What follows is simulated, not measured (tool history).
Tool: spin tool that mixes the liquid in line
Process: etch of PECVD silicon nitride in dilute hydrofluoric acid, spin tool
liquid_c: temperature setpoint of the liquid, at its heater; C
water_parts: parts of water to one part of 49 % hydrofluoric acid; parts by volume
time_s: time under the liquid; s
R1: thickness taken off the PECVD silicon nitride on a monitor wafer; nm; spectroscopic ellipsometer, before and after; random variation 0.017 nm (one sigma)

run 1 hour=0 | liquid_c=25 water_parts=40 time_s=80 | R1=4.4262
run 2 hour=1.6 | liquid_c=22.5 water_parts=40 time_s=80 | R1=3.7689
run 3 hour=5 | liquid_c=20.5 water_parts=40 time_s=80 | R1=3.2269
run 4 hour=10.3 | liquid_c=20.5 water_parts=30 time_s=80 | R1=4.2471
run 5 hour=16.5 | liquid_c=20.5 water_parts=30 time_s=80 | R1=4.3301
run 6 hour=23 | liquid_c=17 water_parts=30 time_s=80 | R1=3.3618

Run 7 comes next. What will it give?
run 7 hour=24.5 | liquid_c=17 water_parts=35 time_s=80 | R1=?

{"run 7": {"R1": 2.8925}}
